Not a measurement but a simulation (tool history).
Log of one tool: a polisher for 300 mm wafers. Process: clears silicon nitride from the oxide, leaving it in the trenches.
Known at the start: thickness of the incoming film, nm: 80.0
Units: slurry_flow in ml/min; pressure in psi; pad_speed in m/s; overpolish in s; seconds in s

run 1 day=0 | slurry_flow=240 pressure=3.2 pad_speed=0.94 overpolish=40 | seconds=70.861
run 2 day=0.3 | slurry_flow=190 pressure=3.2 pad_speed=0.94 overpolish=40 | seconds=74.485
run 3 day=0.471 | slurry_flow=190 pressure=3 pad_speed=0.94 overpolish=40 | seconds=75.762
run 4 day=0.533 | slurry_flow=190 pressure=2.8 pad_speed=0.92 overpolish=40 | seconds=84.081
run 5 day=0.583 | slurry_flow=190 pressure=2.7 pad_speed=0.92 overpolish=40 | seconds=87.607
run 6 day=0.808 | slurry_flow=190 pressure=2.6 pad_speed=0.92 overpolish=40 | seconds=89.55
run 7 day=1.15 | slurry_flow=190 pressure=2.5 pad_speed=0.92 overpolish=40 | seconds=95.694

Forecast run 8:
run 8 day=1.25 | slurry_flow=190 pressure=2.4 pad_speed=0.92 overpolish=40 | seconds=?

seconds: 99.519 s

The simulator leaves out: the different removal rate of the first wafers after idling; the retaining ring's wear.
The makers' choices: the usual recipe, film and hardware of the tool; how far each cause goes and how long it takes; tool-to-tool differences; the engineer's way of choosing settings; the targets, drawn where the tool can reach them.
